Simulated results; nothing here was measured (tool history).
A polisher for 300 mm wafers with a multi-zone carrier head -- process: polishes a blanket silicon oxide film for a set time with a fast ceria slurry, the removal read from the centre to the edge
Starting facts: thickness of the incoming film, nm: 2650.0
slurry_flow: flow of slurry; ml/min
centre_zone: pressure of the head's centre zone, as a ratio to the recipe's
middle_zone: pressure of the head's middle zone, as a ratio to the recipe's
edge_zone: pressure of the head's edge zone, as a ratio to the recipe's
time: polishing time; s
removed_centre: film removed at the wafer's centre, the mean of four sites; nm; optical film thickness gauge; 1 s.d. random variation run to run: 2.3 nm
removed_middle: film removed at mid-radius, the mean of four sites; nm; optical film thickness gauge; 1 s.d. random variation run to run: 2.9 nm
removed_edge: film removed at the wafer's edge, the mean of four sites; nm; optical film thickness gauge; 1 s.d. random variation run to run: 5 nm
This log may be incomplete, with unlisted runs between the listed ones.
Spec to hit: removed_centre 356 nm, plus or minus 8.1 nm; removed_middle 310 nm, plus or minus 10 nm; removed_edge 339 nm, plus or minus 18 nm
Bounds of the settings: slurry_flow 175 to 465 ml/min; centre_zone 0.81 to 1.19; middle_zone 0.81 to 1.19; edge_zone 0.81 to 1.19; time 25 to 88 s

Run 1, hour 0: slurry_flow 295 ml/min, centre_zone 1, middle_zone 1, edge_zone 1, time 56 s. Result: removed_centre 685.45 nm, removed_middle 687.22 nm, removed_edge 681.33 nm.
Run 2, hour 7.8: slurry_flow 340 ml/min, centre_zone 1, middle_zone 1, edge_zone 1, time 56 s. Result: removed_centre 699.45 nm, removed_middle 680.01 nm, removed_edge 675.19 nm.
Run 3, hour 15.6: slurry_flow 340 ml/min, centre_zone 1, middle_zone 1, edge_zone 1, time 46 s. Result: removed_centre 575.34 nm, removed_middle 560.85 nm, removed_edge 560.62 nm.
Run 4, hour 19.9: slurry_flow 345 ml/min, centre_zone 0.99, middle_zone 0.97, edge_zone 0.97, time 43 s. Result: removed_centre 532.73 nm, removed_middle 509.28 nm, removed_edge 519.07 nm.
Run 5, hour 22.6: slurry_flow 355 ml/min, centre_zone 0.98, middle_zone 0.95, edge_zone 0.95, time 40 s. Result: removed_centre 498.04 nm, removed_middle 470.14 nm, removed_edge 479.95 nm.
Run 6, hour 26.9: slurry_flow 355 ml/min, centre_zone 0.98, middle_zone 0.95, edge_zone 1.01, time 40 s. Result: removed_centre 492.16 nm, removed_middle 468.74 nm, removed_edge 496.77 nm.
Run 7, hour 32.7: slurry_flow 365 ml/min, centre_zone 0.97, middle_zone 0.93, edge_zone 0.99, time 38 s. Result: removed_centre 458.69 nm, removed_middle 430.16 nm, removed_edge 459.91 nm.
Run 8, hour 39.8: slurry_flow 380 ml/min, centre_zone 0.91, middle_zone 0.83, edge_zone 0.89, time 30 s. Result: removed_centre 343.66 nm, removed_middle 318.91 nm, removed_edge 345.66 nm.

Next run, 5 choices. One meets every target within its allowed miss, the rest don't. Which?
Run A, hour 46.9: slurry_flow 405 ml/min, centre_zone 0.98, middle_zone 0.81, edge_zone 0.83, time 30 s. Result: removed_centre ?, removed_middle ?, removed_edge ?.
Run B, hour 46.9: slurry_flow 330 ml/min, centre_zone 1.04, middle_zone 0.81, edge_zone 1.11, time 29 s. Result: removed_centre ?, removed_middle ?, removed_edge ?.
Run C, hour 46.9: slurry_flow 340 ml/min, centre_zone 0.98, middle_zone 0.81, edge_zone 0.81, time 30 s. Result: removed_centre ?, removed_middle ?, removed_edge ?.
Run D, hour 46.9: slurry_flow 395 ml/min, centre_zone 0.94, middle_zone 0.81, edge_zone 0.83, time 30 s. Result: removed_centre ?, removed_middle ?, removed_edge ?.
Run E, hour 46.9: slurry_flow 445 ml/min, centre_zone 0.99, middle_zone 0.81, edge_zone 0.82, time 30 s. Result: removed_centre ?, removed_middle ?, removed_edge ?.

move  removed_centre  removed_middle  removed_edge
   A          375.44          313.15         341.9
   B          377.15          297.27        372.18
   C          369.46          308.61        334.63
   D          359.85          312.61         341.4
   E          381.97          315.26        341.96
A: moves the result that the last run missed by most past its target, out the other side
B: moves the result that the last run missed by most past its target, out the other side
C: moves the result that the last run missed by most past its target, out the other side
D: in spec on every target
E: moves the result that the last run missed by most past its target, out the other side
D meets every target.

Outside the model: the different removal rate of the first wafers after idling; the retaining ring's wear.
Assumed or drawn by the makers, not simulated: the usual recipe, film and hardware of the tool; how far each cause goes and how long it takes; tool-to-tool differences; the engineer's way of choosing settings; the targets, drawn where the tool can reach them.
